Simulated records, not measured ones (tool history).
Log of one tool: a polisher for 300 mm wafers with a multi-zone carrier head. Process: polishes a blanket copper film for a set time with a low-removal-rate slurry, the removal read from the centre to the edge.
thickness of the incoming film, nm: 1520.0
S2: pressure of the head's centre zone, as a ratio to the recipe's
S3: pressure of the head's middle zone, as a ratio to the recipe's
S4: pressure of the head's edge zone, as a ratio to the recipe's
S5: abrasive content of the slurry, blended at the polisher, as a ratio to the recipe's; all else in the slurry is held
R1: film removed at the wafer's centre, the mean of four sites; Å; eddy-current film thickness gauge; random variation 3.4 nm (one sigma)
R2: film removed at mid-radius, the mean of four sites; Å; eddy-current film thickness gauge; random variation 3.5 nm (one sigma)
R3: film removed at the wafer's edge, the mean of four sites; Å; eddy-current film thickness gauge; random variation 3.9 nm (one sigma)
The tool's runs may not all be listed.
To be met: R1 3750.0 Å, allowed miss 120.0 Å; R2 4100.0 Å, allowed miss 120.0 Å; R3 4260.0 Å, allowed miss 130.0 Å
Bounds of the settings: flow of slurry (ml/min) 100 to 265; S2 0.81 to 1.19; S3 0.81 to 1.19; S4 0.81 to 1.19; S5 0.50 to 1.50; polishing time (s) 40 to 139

{"run": 1, "hour": 0.0, "flow of slurry (ml/min)": 170, "S2": 1.0, "S3": 1.0, "S4": 1.0, "S5": 1.0, "polishing time (s)": 89, "R1": 2491.3, "R2": 2642.8, "R3": 2712.0}
{"run": 2, "hour": 6.5, "flow of slurry (ml/min)": 170, "S2": 1.0, "S3": 1.0, "S4": 1.04, "S5": 1.0, "polishing time (s)": 89, "R1": 2500.0, "R2": 2647.9, "R3": 2784.1}
{"run": 3, "hour": 9.1, "flow of slurry (ml/min)": 170, "S2": 1.06, "S3": 1.0, "S4": 1.04, "S5": 1.0, "polishing time (s)": 89, "R1": 2656.0, "R2": 2639.2, "R3": 2734.8}
{"run": 4, "hour": 11.8, "flow of slurry (ml/min)": 180, "S2": 1.05, "S3": 1.02, "S4": 1.08, "S5": 1.15, "polishing time (s)": 95, "R1": 2941.6, "R2": 2999.5, "R3": 3152.8}
{"run": 5, "hour": 13.2, "flow of slurry (ml/min)": 195, "S2": 1.05, "S3": 1.04, "S4": 1.11, "S5": 1.25, "polishing time (s)": 98, "R1": 3229.6, "R2": 3284.8, "R3": 3414.2}
{"run": 6, "hour": 19.9, "flow of slurry (ml/min)": 195, "S2": 1.05, "S3": 1.04, "S4": 1.11, "S5": 1.4, "polishing time (s)": 98, "R1": 3282.5, "R2": 3363.2, "R3": 3542.4}
{"run": 7, "hour": 27.5, "flow of slurry (ml/min)": 205, "S2": 1.04, "S3": 1.06, "S4": 1.13, "S5": 1.45, "polishing time (s)": 101, "R1": 3404.0, "R2": 3606.2, "R3": 3713.9}
{"run": 8, "hour": 34.1, "flow of slurry (ml/min)": 210, "S2": 1.03, "S3": 1.06, "S4": 1.15, "S5": 1.45, "polishing time (s)": 104, "R1": 3532.2, "R2": 3797.4, "R3": 3884.0}
{"run": 9, "hour": 36.3, "flow of slurry (ml/min)": 240, "S2": 0.99, "S3": 1.04, "S4": 1.19, "S5": 1.5, "polishing time (s)": 109, "R1": 3688.5, "R2": 3953.2, "R3": 4244.5}

4 next moves are on the table. One of them brings every result within its allowed miss. Which?
{"run": "A", "hour": 38.5, "flow of slurry (ml/min)": 255, "S2": 1.03, "S3": 0.97, "S4": 1.19, "S5": 1.45, "polishing time (s)": 108, "R1": "?", "R2": "?", "R3": "?"}
{"run": "B", "hour": 38.5, "flow of slurry (ml/min)": 250, "S2": 1.01, "S3": 0.99, "S4": 1.19, "S5": 1.5, "polishing time (s)": 107, "R1": "?", "R2": "?", "R3": "?"}
{"run": "C", "hour": 38.5, "flow of slurry (ml/min)": 225, "S2": 0.98, "S3": 1.02, "S4": 1.19, "S5": 1.5, "polishing time (s)": 107, "R1": "?", "R2": "?", "R3": "?"}
{"run": "D", "hour": 38.5, "flow of slurry (ml/min)": 205, "S2": 1.0, "S3": 1.05, "S4": 1.15, "S5": 1.45, "polishing time (s)": 115, "R1": "?", "R2": "?", "R3": "?"}

move=A R1=3699.4 R2=3705.6 R3=4176.8
move=B R1=3615.1 R2=3758.6 R3=4165.8
move=C R1=3444.4 R2=3793.3 R3=4114.8
move=D R1=3679.1 R2=4076.1 R3=4254.4
A: further off than the last run
B: further off than the last run
C: further off than the last run
D: meets every target
The right move is D.
